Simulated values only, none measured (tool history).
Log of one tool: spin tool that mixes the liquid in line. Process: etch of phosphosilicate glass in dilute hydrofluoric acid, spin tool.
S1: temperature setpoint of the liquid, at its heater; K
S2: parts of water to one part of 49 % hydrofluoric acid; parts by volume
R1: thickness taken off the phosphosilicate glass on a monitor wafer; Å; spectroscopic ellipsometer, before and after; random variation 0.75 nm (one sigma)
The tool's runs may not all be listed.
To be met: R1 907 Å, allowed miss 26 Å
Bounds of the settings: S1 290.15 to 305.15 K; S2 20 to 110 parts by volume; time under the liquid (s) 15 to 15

{"run": 1, "day": 0.0, "S1": 297.15, "S2": 60, "time under the liquid (s)": 15, "R1": 292.61}
{"run": 2, "day": 0.079, "S1": 299.65, "S2": 45, "time under the liquid (s)": 15, "R1": 431.38}
{"run": 3, "day": 0.425, "S1": 303.15, "S2": 45, "time under the liquid (s)": 15, "R1": 499.65}
{"run": 4, "day": 0.767, "S1": 303.65, "S2": 35, "time under the liquid (s)": 15, "R1": 663.58}
{"run": 5, "day": 1.067, "S1": 300.15, "S2": 35, "time under the liquid (s)": 15, "R1": 578.79}
{"run": 6, "day": 1.192, "S1": 298.15, "S2": 35, "time under the liquid (s)": 15, "R1": 524.4}
{"run": 7, "day": 1.308, "S1": 300.15, "S2": 30, "time under the liquid (s)": 15, "R1": 681.94}
{"run": 8, "day": 1.512, "S1": 301.65, "S2": 30, "time under the liquid (s)": 15, "R1": 719.58}
{"run": 9, "day": 1.55, "S1": 302.65, "S2": 30, "time under the liquid (s)": 15, "R1": 749.77}
{"run": 10, "day": 1.654, "S1": 303.65, "S2": 30, "time under the liquid (s)": 15, "R1": 784.67}
{"run": 11, "day": 1.871, "S1": 304.15, "S2": 30, "time under the liquid (s)": 15, "R1": 806.51}
{"run": 12, "day": 1.908, "S1": 304.65, "S2": 30, "time under the liquid (s)": 15, "R1": 815.04}
{"run": 13, "day": 2.262, "S1": 305.15, "S2": 30, "time under the liquid (s)": 15, "R1": 820.15}
{"run": 14, "day": 2.55, "S1": 305.15, "S2": 25, "time under the liquid (s)": 15, "R1": 995.29}
{"run": 15, "day": 2.833, "S1": 304.65, "S2": 25, "time under the liquid (s)": 15, "R1": 986.04}
{"run": 16, "day": 3.208, "S1": 304.15, "S2": 25, "time under the liquid (s)": 15, "R1": 958.98}
{"run": 17, "day": 3.433, "S1": 303.65, "S2": 25, "time under the liquid (s)": 15, "R1": 938.25}

4 next moves are on the table. One of them brings every result within its allowed miss. Which?
{"run": "A", "day": 3.658, "S1": 302.65, "S2": 25, "time under the liquid (s)": 15, "R1": "?"}
{"run": "B", "day": 3.658, "S1": 304.15, "S2": 25, "time under the liquid (s)": 15, "R1": "?"}
{"run": "C", "day": 3.658, "S1": 305.15, "S2": 25, "time under the liquid (s)": 15, "R1": "?"}
{"run": "D", "day": 3.658, "S1": 304.65, "S2": 25, "time under the liquid (s)": 15, "R1": "?"}

move=A R1=909.68
move=B R1=966.18
move=C R1=1005.4
move=D R1=985.64
A: meets every target
B: further off than the last run
C: further off than the last run
D: further off than the last run
Answer: A
